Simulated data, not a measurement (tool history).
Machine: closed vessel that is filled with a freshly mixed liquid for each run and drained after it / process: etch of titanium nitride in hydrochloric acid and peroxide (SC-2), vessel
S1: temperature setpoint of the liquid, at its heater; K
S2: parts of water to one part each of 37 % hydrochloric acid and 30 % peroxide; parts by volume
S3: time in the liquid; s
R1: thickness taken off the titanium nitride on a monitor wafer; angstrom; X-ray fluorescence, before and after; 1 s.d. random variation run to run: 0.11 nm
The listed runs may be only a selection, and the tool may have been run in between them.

Run 1, hour 0: S1 318.15 K, S2 10.5 parts by volume, S3 3195 s. Result: R1 283.18 angstrom.
Run 2, hour 7.7: S1 321.65 K, S2 10.5 parts by volume, S3 3195 s. Result: R1 363.22 angstrom.
Run 3, hour 8.7: S1 321.65 K, S2 10.5 parts by volume, S3 3195 s. Result: R1 357.8 angstrom.
Run 4, hour 13.7: S1 320.15 K, S2 10.5 parts by volume, S3 3195 s. Result: R1 327.5 angstrom.
Run 5, hour 18.7: S1 318.65 K, S2 10.5 parts by volume, S3 3195 s. Result: R1 292.81 angstrom.
Run 6, hour 19.8: S1 321.65 K, S2 10.5 parts by volume, S3 3195 s. Result: R1 362.57 angstrom.
Run 7, hour 23.1: S1 320.15 K, S2 10.5 parts by volume, S3 3195 s. Result: R1 327.43 angstrom.
At hour 29.4: new drum of peroxide connected.
Run 8, hour 29.4: S1 320.15 K, S2 10.5 parts by volume, S3 3195 s. Result: R1 332.23 angstrom.

Forecast run 9:
Run 9, hour 32.8: S1 318.65 K, S2 10.5 parts by volume, S3 3195 s. Result: R1 ?.

For run 9 the tool returned R1 303.04 angstrom.
